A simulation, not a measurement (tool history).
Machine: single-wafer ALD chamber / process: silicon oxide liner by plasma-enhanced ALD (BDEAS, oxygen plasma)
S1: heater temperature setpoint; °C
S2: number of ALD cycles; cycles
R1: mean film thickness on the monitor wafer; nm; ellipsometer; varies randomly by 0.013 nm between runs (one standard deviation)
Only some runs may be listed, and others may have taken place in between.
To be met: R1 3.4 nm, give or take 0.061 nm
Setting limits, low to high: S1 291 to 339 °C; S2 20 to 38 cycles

run 1 day=0 | S1=315 S2=29 | R1=2.8264
run 2 day=0.212 | S1=310 S2=29 | R1=2.8381
run 3 day=0.479 | S1=319 S2=29 | R1=2.8183
run 4 day=0.717 | S1=310 S2=29 | R1=2.8316
run 5 day=0.762 | S1=310 S2=31 | R1=3.0513
run 6 day=1.096 | S1=310 S2=33 | R1=3.2253
run 7 day=1.242 | S1=310 S2=33 | R1=3.2273
run 8 day=1.496 | S1=310 S2=34 | R1=3.3174

4 candidate next runs follow, results not yet known. Just one meets every target within its allowed miss. Identify it.
run A day=1.75 | S1=300 S2=33 | R1=?
run B day=1.75 | S1=296 S2=34 | R1=?
run C day=1.75 | S1=318 S2=33 | R1=?
run D day=1.75 | S1=304 S2=33 | R1=?

move=A R1=3.2957
move=B R1=3.4392
move=C R1=3.2157
move=D R1=3.2779
A: the biggest miss grows against the last run
B: each result inside its tolerance
C: the biggest miss grows against the last run
D: the biggest miss grows against the last run
So the answer is move B, the one that meets all the targets.
